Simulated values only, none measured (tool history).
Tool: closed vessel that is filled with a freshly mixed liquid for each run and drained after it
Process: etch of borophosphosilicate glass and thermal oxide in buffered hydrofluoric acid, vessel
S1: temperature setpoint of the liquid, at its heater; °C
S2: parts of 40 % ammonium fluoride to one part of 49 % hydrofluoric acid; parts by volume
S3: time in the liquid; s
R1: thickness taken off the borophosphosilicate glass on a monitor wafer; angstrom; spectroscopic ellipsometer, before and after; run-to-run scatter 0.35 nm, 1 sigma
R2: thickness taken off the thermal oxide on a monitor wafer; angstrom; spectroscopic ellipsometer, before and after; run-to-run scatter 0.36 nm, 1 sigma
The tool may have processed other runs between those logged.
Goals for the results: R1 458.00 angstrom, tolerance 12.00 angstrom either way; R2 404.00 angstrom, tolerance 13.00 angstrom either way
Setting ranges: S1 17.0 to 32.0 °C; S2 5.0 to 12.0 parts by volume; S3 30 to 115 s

run	hour	S1	S2	S3	R1	R2
1	0.0	24.0	7.0	60	1123.50	971.37
2	8.7	24.0	6.0	60	1294.60	1126.10
3	13.6	24.0	5.0	60	1512.50	1340.30
4	20.8	24.0	5.0	60	1517.40	1329.30
5	22.1	23.5	5.5	60	1333.60	1183.70
6	29.5	23.5	7.0	60	1096.30	962.35
7	34.2	23.0	7.5	60	994.97	882.39
8	40.1	22.5	8.0	60	898.16	791.64
9	47.0	22.0	8.5	60	822.42	715.52
10	54.4	18.0	11.0	60	520.24	462.11
11	55.6	17.5	11.5	60	490.44	428.00
12	58.4	17.0	11.5	60	474.13	410.60

Which one of the following 5 next-run settings gets every result inside its allowed miss? There is exactly one.
A	61.2	24.0	11.0	40	?	?
B	61.2	20.5	12.0	50	?	?
C	61.2	18.5	12.0	60	?	?
D	61.2	17.0	11.0	60	?	?
E	61.2	17.0	12.0	65	?	?

move	R1	R2
A	492.65	430.96
B	467.07	407.91
C	501.60	437.45
D	502.38	437.34
E	499.53	435.15
A: its largest miss is bigger than the last run's
B: each result inside its tolerance
C: its largest miss is bigger than the last run's
D: its largest miss is bigger than the last run's
E: its largest miss is bigger than the last run's
B is the move that brings every result within its allowed miss.
